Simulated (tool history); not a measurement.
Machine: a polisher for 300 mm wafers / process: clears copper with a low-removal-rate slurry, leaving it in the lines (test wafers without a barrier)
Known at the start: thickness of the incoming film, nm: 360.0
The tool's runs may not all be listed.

run	hour	flow of slurry (ml/min)	pressure of the wafer on the pad (psi)	speed of the pad under the wafer (cm/s)	abrasive content of the slurry	overpolish time after the end point (s)	time until the end point was called (s)	dishing of a wide line in a test structure (Å)
1	0	250	3.4	108	1	29	96.094	642.6
2	4.4	250	3.4	108	1	41	96.657	843.35
3	12.1	250	3.4	108	1	35	94.727	767.04
4	17.2	250	3.4	108	1	31	95.919	702.17
5	20.2	250	3.4	108	1	27	96.332	622.9
6	25.6	250	3.4	90	1	27	114.19	536.55
7	32.2	255	3.6	90	1	25	106.74	542.12
8	34.2	270	4.1	94	1	16	89.969	428.08
9	42.8	265	4	96	1	17	89.478	447.58

Predict the results of run 10:
10	48	265	3.9	98	1	18	?	?

time until the end point was called (s): 90.804
dishing of a wide line in a test structure (Å): 464.18
